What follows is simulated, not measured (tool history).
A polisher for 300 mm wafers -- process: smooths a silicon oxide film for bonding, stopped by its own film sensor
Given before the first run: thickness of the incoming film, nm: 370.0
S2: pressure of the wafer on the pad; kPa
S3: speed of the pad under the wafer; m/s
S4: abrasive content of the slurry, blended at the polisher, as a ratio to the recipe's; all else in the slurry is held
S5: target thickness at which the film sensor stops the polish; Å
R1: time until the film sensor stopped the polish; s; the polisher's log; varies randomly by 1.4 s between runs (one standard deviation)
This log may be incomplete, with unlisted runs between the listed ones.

{"run": 1, "hour": 0.0, "flow of slurry (ml/min)": 315, "S2": 17.2, "S3": 1.0, "S4": 1.0, "S5": 2840, "R1": 85.933}
{"run": 2, "hour": 3.2, "flow of slurry (ml/min)": 315, "S2": 15.2, "S3": 0.98, "S4": 1.0, "S5": 2840, "R1": 99.682}
{"run": 3, "hour": 3.8, "flow of slurry (ml/min)": 315, "S2": 13.1, "S3": 0.98, "S4": 1.0, "S5": 2840, "R1": 114.35}
{"run": 4, "hour": 9.2, "flow of slurry (ml/min)": 315, "S2": 11.7, "S3": 0.98, "S4": 1.0, "S5": 2840, "R1": 127.14}
{"run": 5, "hour": 10.6, "flow of slurry (ml/min)": 385, "S2": 11.7, "S3": 0.98, "S4": 1.0, "S5": 2840, "R1": 124.98}
{"run": 6, "hour": 14.3, "flow of slurry (ml/min)": 385, "S2": 11.0, "S3": 0.98, "S4": 1.0, "S5": 2840, "R1": 131.2}
{"run": 7, "hour": 22.8, "flow of slurry (ml/min)": 385, "S2": 10.3, "S3": 0.98, "S4": 1.0, "S5": 2840, "R1": 140.67}

Estimate the outcome of run 8 from the log above:
{"run": 8, "hour": 30.3, "flow of slurry (ml/min)": 385, "S2": 9.7, "S3": 0.98, "S4": 1.0, "S5": 2840, "R1": "?"}

Run 8 produced R1 149.040 s.
